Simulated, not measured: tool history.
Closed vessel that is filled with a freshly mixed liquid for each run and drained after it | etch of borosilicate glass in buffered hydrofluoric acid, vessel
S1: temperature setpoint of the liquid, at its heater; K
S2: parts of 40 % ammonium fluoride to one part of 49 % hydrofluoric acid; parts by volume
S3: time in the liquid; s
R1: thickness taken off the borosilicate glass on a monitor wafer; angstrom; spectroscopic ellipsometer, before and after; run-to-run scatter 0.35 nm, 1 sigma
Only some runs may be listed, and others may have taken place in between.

{"run": 1, "hour": 0.0, "S1": 294.15, "S2": 15.5, "S3": 100, "R1": 731.9}
{"run": 2, "hour": 7.7, "S1": 294.15, "S2": 19.0, "S3": 100, "R1": 602.46}
{"run": 3, "hour": 15.3, "S1": 296.15, "S2": 19.0, "S3": 100, "R1": 669.31}
{"run": 4, "hour": 17.7, "S1": 295.65, "S2": 19.0, "S3": 100, "R1": 652.39}
{"run": 5, "hour": 20.9, "S1": 295.65, "S2": 17.5, "S3": 100, "R1": 704.54}
{"run": 6, "hour": 29.3, "S1": 295.15, "S2": 17.5, "S3": 100, "R1": 687.39}
{"run": 7, "hour": 33.0, "S1": 294.65, "S2": 17.5, "S3": 100, "R1": 672.83}
{"hour": 33.7, "done": "hydrofluoric acid flow meter replaced"}
{"run": 8, "hour": 33.7, "S1": 294.15, "S2": 17.5, "S3": 100, "R1": 611.81}
{"run": 9, "hour": 35.2, "S1": 293.15, "S2": 17.5, "S3": 100, "R1": 579.09}
{"run": 10, "hour": 40.8, "S1": 293.15, "S2": 17.5, "S3": 100, "R1": 573.12}

Run 11, settings as shown, results not yet in. Your forecast:
{"run": 11, "hour": 47.3, "S1": 293.15, "S2": 17.5, "S3": 100, "R1": "?"}

R1: 581.87 angstrom
